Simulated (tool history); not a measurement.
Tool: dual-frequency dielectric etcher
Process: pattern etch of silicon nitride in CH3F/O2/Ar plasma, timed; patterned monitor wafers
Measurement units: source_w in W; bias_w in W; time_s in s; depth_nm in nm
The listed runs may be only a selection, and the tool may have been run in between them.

Run 1, day 0: source_w 390 W, bias_w 52 W, time_s 32 s. Result: depth_nm 18.466 nm.
Run 2, day 0.117: source_w 370 W, bias_w 52 W, time_s 32 s. Result: depth_nm 17.812 nm.
Run 3, day 0.292: source_w 410 W, bias_w 52 W, time_s 32 s. Result: depth_nm 19.056 nm.
Run 4, day 0.496: source_w 410 W, bias_w 57 W, time_s 32 s. Result: depth_nm 19.634 nm.
Run 5, day 0.662: source_w 390 W, bias_w 57 W, time_s 32 s. Result: depth_nm 18.951 nm.
Run 6, day 0.696: source_w 390 W, bias_w 49 W, time_s 32 s. Result: depth_nm 17.966 nm.
Run 7, day 0.833: source_w 380 W, bias_w 49 W, time_s 32 s. Result: depth_nm 17.74 nm.

What does the tool deliver on the next run?
Run 8, day 1.171: source_w 370 W, bias_w 49 W, time_s 32 s. Result: depth_nm ?.

{"run 8": {"depth_nm": 17.334}}
